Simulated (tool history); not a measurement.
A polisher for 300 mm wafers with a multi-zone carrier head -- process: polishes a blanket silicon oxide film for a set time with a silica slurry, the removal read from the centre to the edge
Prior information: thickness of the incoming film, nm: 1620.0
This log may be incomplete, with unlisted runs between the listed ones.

run    day  flow of slurry (ml/min)  pressure of the head's centre zone  pressure of the head's middle zone  pressure of the head's edge zone  abrasive content of the slurry  polishing time (s)  film removed at the wafer's centre (nm)  film removed at mid-radius (nm)  film removed at the wafer's edge (nm)
  1  0.000                      170                                1.00                                1.00                              1.00                             1.0                  32                                   130.46                           133.19                                 132.77
  2  0.275                      165                                0.99                                0.99                              1.00                             1.0                  32                                   130.63                           130.46                                 133.44
  3  0.321                      160                                0.98                                0.98                              0.99                             1.0                  32                                   127.01                           130.17                                 133.86
  4  0.512                      160                                0.98                                0.97                              0.98                             1.0                  32                                   129.97                           129.91                                 129.82
  5  0.588                      160                                1.06                                0.97                              0.98                             1.0                  32                                   139.53                           130.11                                 132.13
  6  0.679                      155                                1.04                                0.96                              0.98                             1.0                  32                                   135.55                           129.13                                 133.16

Run 7 comes next. What will it give?
  7  0.958                      155                                1.02                                0.95                              0.98                             1.0                  32                                        ?                                ?                                      ?

{"run 7": {"film removed at the wafer's centre (nm)": 131.85, "film removed at mid-radius (nm)": 127.09, "film removed at the wafer's edge (nm)": 130.06}}

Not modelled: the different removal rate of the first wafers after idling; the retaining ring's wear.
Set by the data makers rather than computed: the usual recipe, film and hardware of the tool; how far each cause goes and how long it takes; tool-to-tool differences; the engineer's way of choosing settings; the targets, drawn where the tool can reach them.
